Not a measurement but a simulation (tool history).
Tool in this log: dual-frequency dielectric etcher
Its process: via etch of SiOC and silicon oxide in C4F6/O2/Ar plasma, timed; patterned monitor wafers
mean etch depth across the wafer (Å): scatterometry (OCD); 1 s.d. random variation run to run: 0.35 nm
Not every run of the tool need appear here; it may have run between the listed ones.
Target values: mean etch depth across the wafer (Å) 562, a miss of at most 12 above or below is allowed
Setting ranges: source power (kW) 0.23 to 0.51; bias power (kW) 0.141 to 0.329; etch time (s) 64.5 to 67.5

run  hour  source power (kW)  bias power (kW)  etch time (s)  mean etch depth across the wafer (Å)
  1     0               0.37            0.235           64.5                                703.18
  2   7.2               0.37            0.217           64.5                                684.99
  3     8               0.36            0.212           64.5                                 670.7
  4  12.9               0.36            0.212           67.5                                696.97
  5  16.2               0.36            0.212           64.5                                669.01
  6  20.7               0.36            0.229           64.5                                689.45
  7  25.2               0.35            0.224           64.5                                675.75
  8  25.8               0.34            0.219           64.5                                658.48
     26.3  -- source power generator calibrated
  9  26.3               0.33            0.217           64.5                                 659.6
 10  28.9               0.33            0.217           64.5                                 661.8
 11  32.6               0.26             0.17           64.5                                540.54

Exercise: of the 4 proposed moves below, exactly one satisfies all targets within the stated allowed misses. Which move is it?
  A  36.3               0.23            0.161             67                                     ?
  B  36.3               0.27            0.175           67.5                                     ?
  C  36.3               0.26            0.169             67                                     ?
  D  36.3               0.25            0.143           65.5                                     ?

move  mean etch depth across the wafer (Å)
   A                                523.99
   B                                585.56
   C                                564.01
   D                                508.31
A: misses by more than the last run did
B: the result that was furthest off in the last run now lies on the other side of its target
C: hits every target within its allowed miss
D: misses by more than the last run did
Move C is the one to make.

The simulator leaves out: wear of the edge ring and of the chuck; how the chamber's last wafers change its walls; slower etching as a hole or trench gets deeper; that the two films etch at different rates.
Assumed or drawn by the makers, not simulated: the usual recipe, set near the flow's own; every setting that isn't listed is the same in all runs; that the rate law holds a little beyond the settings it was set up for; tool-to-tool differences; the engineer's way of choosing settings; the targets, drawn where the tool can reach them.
